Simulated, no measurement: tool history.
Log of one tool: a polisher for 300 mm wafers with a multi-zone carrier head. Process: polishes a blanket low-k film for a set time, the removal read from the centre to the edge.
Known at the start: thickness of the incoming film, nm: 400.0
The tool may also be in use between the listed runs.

| run | hour | flow of slurry (ml/min) | pressure of the head's centre zone | pressure of the head's middle zone | pressure of the head's edge zone | abrasive content of the slurry | polishing time (s) | film removed at the wafer's centre (Å) | film removed at mid-radius (Å) | film removed at the wafer's edge (Å) |
|---|---|---|---|---|---|---|---|---|---|---|
| 1 | 0 | 200 | 1 | 1 | 1 | 1 | 62 | 387.61 | 386.12 | 389.76 |
| 2 | 4.7 | 195 | 1.01 | 0.99 | 0.97 | 0.95 | 62 | 366.51 | 377.93 | 372.55 |
| 3 | 9.3 | 205 | 1.04 | 0.96 | 0.94 | 0.95 | 61 | 374.71 | 353.45 | 356.12 |
| 4 | 12.9 | 200 | 1.05 | 0.95 | 0.92 | 0.95 | 61 | 378.84 | 351.47 | 362.76 |
| 5 | 15 | 210 | 1.06 | 0.95 | 0.91 | 0.9 | 61 | 366.19 | 340.5 | 334.05 |
| 6 | 22.4 | 215 | 1.07 | 0.94 | 0.9 | 0.9 | 61 | 376.37 | 339.5 | 339.99 |
| 7 | 26.8 | 215 | 1.07 | 0.94 | 0.89 | 0.9 | 61 | 371.8 | 340.61 | 329.82 |
| 8 | 30.3 | 215 | 1.07 | 0.94 | 0.89 | 0.9 | 61 | 369.82 | 339.85 | 337.42 |
| 9 | 33.3 | 215 | 1.07 | 0.94 | 0.89 | 0.9 | 61 | 367.47 | 342.08 | 333.06 |
| 10 | 34 | 215 | 1.08 | 0.93 | 0.88 | 0.9 | 61 | 374.38 | 338.09 | 345.21 |
| 11 | 37.3 | 225 | 1.09 | 0.93 | 0.88 | 0.9 | 61 | 375.2 | 340.62 | 337.86 |
| 12 | 46.1 | 225 | 1.09 | 0.93 | 0.88 | 0.9 | 61 | 379.76 | 343.05 | 333.55 |
|  | 54.3 | edge zone pressure recalibrated |
| 13 | 54.3 | 225 | 1.09 | 0.93 | 0.87 | 0.9 | 61 | 378.42 | 337.12 | 330.55 |
| 14 | 59.8 | 225 | 1.09 | 0.93 | 0.87 | 0.9 | 61 | 375.75 | 343.38 | 327.43 |
| 15 | 61.2 | 225 | 1.09 | 0.93 | 0.86 | 0.9 | 61 | 380.73 | 342.89 | 326.83 |
| 16 | 63.2 | 185 | 1.09 | 0.9 | 0.82 | 0.85 | 61 | 350.56 | 308.48 | 298.25 |

The next listed run, before its measurement:
| 17 | 67.9 | 190 | 1.09 | 0.9 | 0.82 | 0.85 | 61 | ? | ? | ? |

Run 17 gave film removed at the wafer's centre (Å) 353.97, film removed at mid-radius (Å) 312.11, film removed at the wafer's edge (Å) 298.91.

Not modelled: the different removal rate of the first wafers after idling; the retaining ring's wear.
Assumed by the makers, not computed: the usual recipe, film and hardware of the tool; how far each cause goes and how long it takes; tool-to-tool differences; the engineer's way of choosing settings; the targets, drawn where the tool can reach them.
